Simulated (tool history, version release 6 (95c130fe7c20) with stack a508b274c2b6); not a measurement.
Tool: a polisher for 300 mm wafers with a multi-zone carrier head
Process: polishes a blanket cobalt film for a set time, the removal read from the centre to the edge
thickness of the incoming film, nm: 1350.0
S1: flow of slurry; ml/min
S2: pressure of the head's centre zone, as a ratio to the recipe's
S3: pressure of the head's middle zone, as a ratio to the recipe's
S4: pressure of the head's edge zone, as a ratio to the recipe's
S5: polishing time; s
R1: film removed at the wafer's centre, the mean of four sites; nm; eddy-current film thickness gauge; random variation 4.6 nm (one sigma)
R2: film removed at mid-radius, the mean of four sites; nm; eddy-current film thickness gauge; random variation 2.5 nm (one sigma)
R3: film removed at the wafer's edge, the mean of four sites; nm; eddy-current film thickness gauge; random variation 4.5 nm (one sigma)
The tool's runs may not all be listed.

run 1 hour=0.0 | S1=290 S2=1.00 S3=1.00 S4=1.00 S5=71 | R1=473.58 R2=474.82 R3=470.93
run 2 hour=7.0 | S1=290 S2=1.00 S3=0.92 S4=1.00 S5=71 | R1=474.29 R2=438.45 R3=469.73
run 3 hour=11.6 | S1=290 S2=1.00 S3=0.84 S4=1.00 S5=71 | R1=465.57 R2=411.04 R3=464.28
run 4 hour=12.6 | S1=290 S2=1.00 S3=0.84 S4=1.00 S5=59 | R1=395.99 R2=345.17 R3=389.64
run 5 hour=19.2 | S1=290 S2=1.00 S3=0.81 S4=1.00 S5=59 | R1=401.20 R2=334.11 R3=388.80
run 6 hour=22.1 | S1=290 S2=0.92 S3=0.81 S4=1.00 S5=59 | R1=363.48 R2=330.99 R3=388.36

The next listed run, before its measurement:
run 7 hour=30.5 | S1=290 S2=0.92 S3=0.81 S4=1.00 S5=59 | R1=? R2=? R3=?

Run 7 gave R1 357.04 nm, R2 333.86 nm, R3 398.68 nm.
